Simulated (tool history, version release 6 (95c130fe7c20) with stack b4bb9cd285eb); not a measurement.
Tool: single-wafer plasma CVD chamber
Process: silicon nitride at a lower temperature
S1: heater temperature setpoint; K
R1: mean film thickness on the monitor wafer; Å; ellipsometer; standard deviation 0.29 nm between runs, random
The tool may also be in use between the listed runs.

{"run": 1, "hour": 0.0, "S1": 608.15, "chamber pressure (Torr)": 1.7, "RF power (W)": 340, "deposition time (s)": 31.6, "R1": 439.37}
{"run": 2, "hour": 2.7, "S1": 608.15, "chamber pressure (Torr)": 1.7, "RF power (W)": 320, "deposition time (s)": 31.6, "R1": 413.67}
{"run": 3, "hour": 3.3, "S1": 618.15, "chamber pressure (Torr)": 1.7, "RF power (W)": 320, "deposition time (s)": 31.6, "R1": 411.74}
{"run": 4, "hour": 8.6, "S1": 623.15, "chamber pressure (Torr)": 1.7, "RF power (W)": 320, "deposition time (s)": 31.6, "R1": 414.63}
{"run": 5, "hour": 13.9, "S1": 623.15, "chamber pressure (Torr)": 1.84, "RF power (W)": 335, "deposition time (s)": 31.7, "R1": 448.57}
{"run": 6, "hour": 15.5, "S1": 614.15, "chamber pressure (Torr)": 1.84, "RF power (W)": 335, "deposition time (s)": 31.7, "R1": 446.23}

Run 7 has not been measured yet. What should we expect?
{"run": 7, "hour": 22.5, "S1": 614.15, "chamber pressure (Torr)": 1.96, "RF power (W)": 335, "deposition time (s)": 31.7, "R1": "?"}

Run 7 yielded R1 455.27 Å.

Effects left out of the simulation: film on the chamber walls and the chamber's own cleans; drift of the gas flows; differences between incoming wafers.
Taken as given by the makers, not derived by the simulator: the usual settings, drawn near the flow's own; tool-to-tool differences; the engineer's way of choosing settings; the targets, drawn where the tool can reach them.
